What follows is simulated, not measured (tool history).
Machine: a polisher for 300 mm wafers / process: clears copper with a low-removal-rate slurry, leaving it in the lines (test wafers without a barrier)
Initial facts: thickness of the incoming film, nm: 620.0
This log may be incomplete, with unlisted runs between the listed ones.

run  hour  flow of slurry (ml/min)  pressure of the wafer on the pad (psi)  speed of the pad under the wafer (cm/s)  abrasive content of the slurry  overpolish time after the end point (s)  time until the end point was called (s)  dishing of a wide line in a test structure (Å)
  1     0                      120                                     3.2                                      128                               1                                       28                                   141.08                                           795.2
  2   8.1                      120                                       3                                      128                               1                                       29                                    149.5                                          792.15
  3  11.7                      120                                     2.8                                      128                               1                                       29                                   156.88                                          741.72
  4  17.8                       90                                     2.8                                      128                               1                                       29                                   174.53                                          691.21
  5  20.9                       90                                     2.7                                      128                               1                                       30                                   180.52                                          688.38
  6  24.2                       90                                     2.7                                      128                             0.9                                       30                                   182.06                                          666.86
  7  27.3                       90                                     2.6                                      128                             0.9                                       31                                   191.38                                          673.76

For run 8, what comes out?
  8  31.6                       90                                     2.5                                      128                             0.9                                       31                                        ?                                               ?

For run 8 the tool returned time until the end point was called (s) 199.71, dishing of a wide line in a test structure (Å) 657.75.
